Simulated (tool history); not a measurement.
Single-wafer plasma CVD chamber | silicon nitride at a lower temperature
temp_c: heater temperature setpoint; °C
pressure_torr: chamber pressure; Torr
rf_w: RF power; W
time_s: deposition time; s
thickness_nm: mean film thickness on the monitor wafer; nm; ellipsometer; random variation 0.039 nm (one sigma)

Run 1, hour 0.0: temp_c 340 °C, pressure_torr 1.84 Torr, rf_w 290 W, time_s 8.5 s. Result: thickness_nm 10.3060 nm.
Run 2, hour 4.6: temp_c 340 °C, pressure_torr 1.79 Torr, rf_w 280 W, time_s 8.5 s. Result: thickness_nm 9.8488 nm.
Run 3, hour 7.5: temp_c 340 °C, pressure_torr 1.79 Torr, rf_w 320 W, time_s 8.5 s. Result: thickness_nm 11.0710 nm.
Run 4, hour 10.6: temp_c 340 °C, pressure_torr 1.74 Torr, rf_w 305 W, time_s 8.5 s. Result: thickness_nm 10.5500 nm.
Run 5, hour 14.1: temp_c 340 °C, pressure_torr 1.74 Torr, rf_w 305 W, time_s 8.1 s. Result: thickness_nm 10.0580 nm.
Run 6, hour 17.2: temp_c 340 °C, pressure_torr 1.74 Torr, rf_w 270 W, time_s 8.1 s. Result: thickness_nm 9.0812 nm.
Run 7, hour 23.4: temp_c 340 °C, pressure_torr 1.68 Torr, rf_w 265 W, time_s 8.1 s. Result: thickness_nm 8.9676 nm.
Run 8, hour 32.3: temp_c 340 °C, pressure_torr 1.63 Torr, rf_w 260 W, time_s 8.1 s. Result: thickness_nm 8.7326 nm.
Run 9, hour 37.4: temp_c 340 °C, pressure_torr 1.58 Torr, rf_w 255 W, time_s 8.1 s. Result: thickness_nm 8.5207 nm.
Run 10, hour 46.0: temp_c 340 °C, pressure_torr 1.54 Torr, rf_w 250 W, time_s 8.1 s. Result: thickness_nm 8.4020 nm.
Run 11, hour 52.0: temp_c 340 °C, pressure_torr 1.51 Torr, rf_w 245 W, time_s 8.1 s. Result: thickness_nm 8.1643 nm.
Run 12, hour 54.4: temp_c 340 °C, pressure_torr 1.51 Torr, rf_w 245 W, time_s 8.1 s. Result: thickness_nm 8.2598 nm.
Run 13, hour 63.2: temp_c 340 °C, pressure_torr 1.48 Torr, rf_w 240 W, time_s 8.1 s. Result: thickness_nm 7.9872 nm.
Run 14, hour 68.6: temp_c 340 °C, pressure_torr 1.45 Torr, rf_w 240 W, time_s 8.1 s. Result: thickness_nm 7.9775 nm.
Run 15, hour 74.6: temp_c 340 °C, pressure_torr 1.19 Torr, rf_w 220 W, time_s 8.1 s. Result: thickness_nm 7.1347 nm.
Run 16, hour 79.8: temp_c 340 °C, pressure_torr 1.21 Torr, rf_w 220 W, time_s 8.1 s. Result: thickness_nm 7.1387 nm.
Run 17, hour 84.1: temp_c 340 °C, pressure_torr 1.42 Torr, rf_w 230 W, time_s 8.1 s. Result: thickness_nm 7.6800 nm.
Run 18, hour 89.9: temp_c 340 °C, pressure_torr 1.41 Torr, rf_w 230 W, time_s 8.1 s. Result: thickness_nm 7.7057 nm.

The next listed run, before its measurement:
Run 19, hour 93.2: temp_c 340 °C, pressure_torr 1.40 Torr, rf_w 230 W, time_s 8.1 s. Result: thickness_nm ?.

thickness_nm: 7.6898 nm
